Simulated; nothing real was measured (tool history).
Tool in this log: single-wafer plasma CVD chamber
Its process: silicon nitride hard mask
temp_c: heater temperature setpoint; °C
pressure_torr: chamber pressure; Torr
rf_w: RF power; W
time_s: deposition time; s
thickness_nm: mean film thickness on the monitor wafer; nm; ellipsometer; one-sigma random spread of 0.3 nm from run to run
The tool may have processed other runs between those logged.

run,hour,temp_c,pressure_torr,rf_w,time_s,thickness_nm
1,0,400,1.84,390,37.5,54.658
2,7.3,395,1.84,390,37.5,54.935
3,14.4,395,1.92,395,37.5,55.329
4,20.7,395,1.96,405,37.5,57.017
5,29,386,1.96,405,37.5,57.055
6,30.3,386,2.01,410,37.5,58.554
7,31.1,386,2.04,410,37.5,58.611

Predict the results of run 8:
8,38.1,386,2.07,410,37.5,?

{"run 8": {"thickness_nm": 58.09}}

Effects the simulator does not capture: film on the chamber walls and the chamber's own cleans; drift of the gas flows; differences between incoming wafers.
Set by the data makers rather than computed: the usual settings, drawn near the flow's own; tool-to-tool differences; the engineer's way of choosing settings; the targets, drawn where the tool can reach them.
